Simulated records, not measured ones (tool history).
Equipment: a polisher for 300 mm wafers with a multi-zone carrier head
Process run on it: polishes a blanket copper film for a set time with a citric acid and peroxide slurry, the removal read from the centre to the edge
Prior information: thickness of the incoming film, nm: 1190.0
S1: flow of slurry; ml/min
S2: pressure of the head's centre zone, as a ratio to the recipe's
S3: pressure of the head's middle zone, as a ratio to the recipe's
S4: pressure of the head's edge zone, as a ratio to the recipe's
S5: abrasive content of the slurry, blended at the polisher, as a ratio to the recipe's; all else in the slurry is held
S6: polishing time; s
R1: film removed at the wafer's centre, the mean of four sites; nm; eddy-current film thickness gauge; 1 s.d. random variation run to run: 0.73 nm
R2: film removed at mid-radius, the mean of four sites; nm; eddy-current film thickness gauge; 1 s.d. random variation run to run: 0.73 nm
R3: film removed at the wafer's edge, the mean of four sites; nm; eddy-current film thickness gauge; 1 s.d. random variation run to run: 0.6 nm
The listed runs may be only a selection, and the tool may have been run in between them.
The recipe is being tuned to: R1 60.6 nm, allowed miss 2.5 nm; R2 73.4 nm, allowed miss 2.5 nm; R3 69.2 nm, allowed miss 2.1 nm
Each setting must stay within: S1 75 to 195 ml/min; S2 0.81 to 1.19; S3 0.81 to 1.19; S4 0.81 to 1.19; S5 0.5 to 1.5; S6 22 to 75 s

{"run": 1, "day": 0.0, "S1": 125, "S2": 1, "S3": 1, "S4": 1, "S5": 1, "S6": 48, "R1": 61.961, "R2": 62.813, "R3": 62.282}
{"run": 2, "day": 0.342, "S1": 130, "S2": 0.99, "S3": 1.01, "S4": 1.01, "S5": 1, "S6": 48, "R1": 59.779, "R2": 62.558, "R3": 62.853}
{"run": 3, "day": 0.575, "S1": 130, "S2": 0.99, "S3": 0.94, "S4": 1.01, "S5": 1, "S6": 48, "R1": 60.844, "R2": 58.493, "R3": 62.643}
{"run": 4, "day": 0.875, "S1": 135, "S2": 0.98, "S3": 0.96, "S4": 1.02, "S5": 1, "S6": 48, "R1": 59.616, "R2": 60.058, "R3": 63.141}
{"run": 5, "day": 0.912, "S1": 135, "S2": 0.98, "S3": 0.96, "S4": 1.02, "S5": 1, "S6": 52, "R1": 65.439, "R2": 65.979, "R3": 68.364}
{"run": 6, "day": 1.046, "S1": 135, "S2": 0.98, "S3": 0.96, "S4": 1.02, "S5": 1, "S6": 40, "R1": 51.165, "R2": 50.139, "R3": 52.469}
{"run": 7, "day": 1.271, "S1": 135, "S2": 0.98, "S3": 0.96, "S4": 1.02, "S5": 1, "S6": 40, "R1": 50.187, "R2": 50.298, "R3": 53.617}
{"run": 8, "day": 1.438, "S1": 140, "S2": 0.98, "S3": 0.99, "S4": 1.04, "S5": 1.05, "S6": 40, "R1": 51.044, "R2": 52.587, "R3": 54.034}
{"run": 9, "day": 1.55, "S1": 140, "S2": 0.98, "S3": 1, "S4": 1.05, "S5": 1.1, "S6": 41, "R1": 52.852, "R2": 54.155, "R3": 56.19}
{"run": 10, "day": 1.779, "S1": 145, "S2": 0.98, "S3": 1.02, "S4": 1.06, "S5": 1.15, "S6": 41, "R1": 52.868, "R2": 55.86, "R3": 56.859}
{"run": 11, "day": 2.117, "S1": 145, "S2": 0.98, "S3": 1.04, "S4": 1.07, "S5": 1.2, "S6": 42, "R1": 54.858, "R2": 57.536, "R3": 59.753}
{"run": 12, "day": 2.183, "S1": 150, "S2": 0.98, "S3": 1.06, "S4": 1.07, "S5": 1.25, "S6": 42, "R1": 55.416, "R2": 62.118, "R3": 60.194}
{"run": 13, "day": 2.338, "S1": 155, "S2": 0.98, "S3": 1.07, "S4": 1.08, "S5": 1.3, "S6": 42, "R1": 56.235, "R2": 61.173, "R3": 59.316}
{"run": 14, "day": 2.471, "S1": 155, "S2": 0.98, "S3": 1.08, "S4": 1.09, "S5": 1.3, "S6": 43, "R1": 56.941, "R2": 64.323, "R3": 62.586}
{"run": 15, "day": 2.842, "S1": 160, "S2": 0.98, "S3": 1.09, "S4": 1.1, "S5": 1.3, "S6": 43, "R1": 56.719, "R2": 64.928, "R3": 62.026}
{"run": 16, "day": 2.908, "S1": 160, "S2": 0.98, "S3": 1.1, "S4": 1.11, "S5": 1.35, "S6": 43, "R1": 58.871, "R2": 65.446, "R3": 63.239}
{"run": 17, "day": 3.096, "S1": 160, "S2": 0.97, "S3": 1.11, "S4": 1.12, "S5": 1.35, "S6": 43, "R1": 58.557, "R2": 66.598, "R3": 63.455}
{"run": 18, "day": 3.125, "S1": 160, "S2": 0.96, "S3": 1.12, "S4": 1.13, "S5": 1.35, "S6": 43, "R1": 57.4, "R2": 65.869, "R3": 64.752}
{"run": 19, "day": 3.462, "S1": 160, "S2": 0.96, "S3": 1.13, "S4": 1.14, "S5": 1.35, "S6": 43, "R1": 57.257, "R2": 66.86, "R3": 64.176}
{"run": 20, "day": 3.808, "S1": 160, "S2": 0.96, "S3": 1.13, "S4": 1.15, "S5": 1.35, "S6": 43, "R1": 57.846, "R2": 66.635, "R3": 64.598}
{"run": 21, "day": 4.171, "S1": 160, "S2": 0.96, "S3": 1.14, "S4": 1.15, "S5": 1.35, "S6": 43, "R1": 57.561, "R2": 68.579, "R3": 65.34}
{"run": 22, "day": 4.442, "S1": 160, "S2": 0.96, "S3": 1.14, "S4": 1.15, "S5": 1.35, "S6": 43, "R1": 57.098, "R2": 66.711, "R3": 64.772}
{"run": 23, "day": 4.779, "S1": 160, "S2": 0.96, "S3": 1.14, "S4": 1.15, "S5": 1.35, "S6": 43, "R1": 58.019, "R2": 67.39, "R3": 65.26}
{"run": 24, "day": 4.954, "S1": 160, "S2": 0.96, "S3": 1.15, "S4": 1.15, "S5": 1.35, "S6": 43, "R1": 56.366, "R2": 68.907, "R3": 64.499}
{"run": 25, "day": 5.304, "S1": 160, "S2": 0.96, "S3": 1.15, "S4": 1.16, "S5": 1.35, "S6": 43, "R1": 57.283, "R2": 68.018, "R3": 64.552}
{"run": 26, "day": 5.333, "S1": 165, "S2": 0.96, "S3": 1.15, "S4": 1.16, "S5": 1.35, "S6": 43, "R1": 57.554, "R2": 68.042, "R3": 64.843}
{"run": 27, "day": 5.525, "S1": 165, "S2": 0.96, "S3": 1.15, "S4": 1.16, "S5": 1.35, "S6": 43, "R1": 56.533, "R2": 68.776, "R3": 64.586}

Consider the 4 candidate settings below. Which is the only one whose results all fall within their allowed miss of target?
{"run": "A", "day": 5.717, "S1": 115, "S2": 1.03, "S3": 0.99, "S4": 1.17, "S5": 1.5, "S6": 45, "R1": "?", "R2": "?", "R3": "?"}
{"run": "B", "day": 5.717, "S1": 185, "S2": 0.95, "S3": 1.15, "S4": 1.18, "S5": 1.05, "S6": 47, "R1": "?", "R2": "?", "R3": "?"}
{"run": "C", "day": 5.717, "S1": 120, "S2": 0.9, "S3": 1, "S4": 1.19, "S5": 1.5, "S6": 46, "R1": "?", "R2": "?", "R3": "?"}
{"run": "D", "day": 5.717, "S1": 120, "S2": 0.99, "S3": 1.04, "S4": 1.16, "S5": 1.5, "S6": 48, "R1": "?", "R2": "?", "R3": "?"}

move=A R1=61.478 R2=61.785 R3=67.465
move=B R1=60.025 R2=73.656 R3=69.552
move=C R1=55.259 R2=64.148 R3=69.881
move=D R1=63.495 R2=69.168 R3=71.915
A: the worst result of the last run now meets its target, but another is out of spec
B: each result inside its tolerance
C: the worst result of the last run now meets its target, but another is out of spec
D: takes the result that was furthest off past its target
B meets every target.

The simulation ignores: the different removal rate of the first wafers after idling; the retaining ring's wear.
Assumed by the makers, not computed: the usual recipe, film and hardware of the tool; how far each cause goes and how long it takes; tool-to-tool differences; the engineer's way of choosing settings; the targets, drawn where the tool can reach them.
